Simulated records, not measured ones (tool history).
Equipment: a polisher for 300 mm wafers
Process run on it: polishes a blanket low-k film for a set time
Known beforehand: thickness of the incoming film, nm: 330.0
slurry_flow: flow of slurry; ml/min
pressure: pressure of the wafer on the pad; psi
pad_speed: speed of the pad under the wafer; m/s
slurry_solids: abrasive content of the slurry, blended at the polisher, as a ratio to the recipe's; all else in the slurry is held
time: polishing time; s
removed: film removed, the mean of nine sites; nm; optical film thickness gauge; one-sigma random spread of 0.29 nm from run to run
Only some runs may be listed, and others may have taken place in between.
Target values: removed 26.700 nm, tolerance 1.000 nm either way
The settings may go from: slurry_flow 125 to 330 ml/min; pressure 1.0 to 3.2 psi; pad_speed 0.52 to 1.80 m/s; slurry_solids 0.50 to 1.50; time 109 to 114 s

run  hour  slurry_flow  pressure  pad_speed  slurry_solids  time  removed
  1   0.0          210       2.1       1.16           1.00   109   45.800
  2   6.3          210       2.4       1.16           1.00   109   50.148
  3  11.8          210       2.2       1.12           1.00   109   45.731
  4  15.3          210       2.0       1.10           1.00   109   42.773
  5  23.8          240       2.0       1.10           1.00   109   42.878
  6  25.9          240       1.8       1.06           1.00   109   38.987
  7  34.7          240       1.7       1.04           1.00   109   36.688
  8  42.6          240       1.6       1.02           1.00   109   35.220
  9  44.2          240       1.5       1.00           1.00   109   33.283
 10  44.8          240       1.4       1.00           1.00   109   32.790
 11  46.8          240       1.3       0.98           1.00   109   31.115
 12  55.4          240       1.3       0.96           1.00   109   30.259

Of the 5 settings listed for the next run, only one would bring every result within its allowed miss of target. Which one?
  A  64.0          220       1.3       1.04           0.95   114        ?
  B  64.0          235       1.3       0.84           0.85   111        ?
  C  64.0          255       1.0       1.12           1.05   112        ?
  D  64.0          175       1.0       1.28           0.85   109        ?
  E  64.0          240       1.1       0.82           0.95   109        ?

move  removed
   A   32.938
   B   26.734
   C   31.387
   D   29.774
   E   24.854
A: misses by more than the last run did
B: meets every target
C: misses by more than the last run did
D: nearer than the last run, and not there yet
E: takes the result that was furthest off past its target
B meets every target.

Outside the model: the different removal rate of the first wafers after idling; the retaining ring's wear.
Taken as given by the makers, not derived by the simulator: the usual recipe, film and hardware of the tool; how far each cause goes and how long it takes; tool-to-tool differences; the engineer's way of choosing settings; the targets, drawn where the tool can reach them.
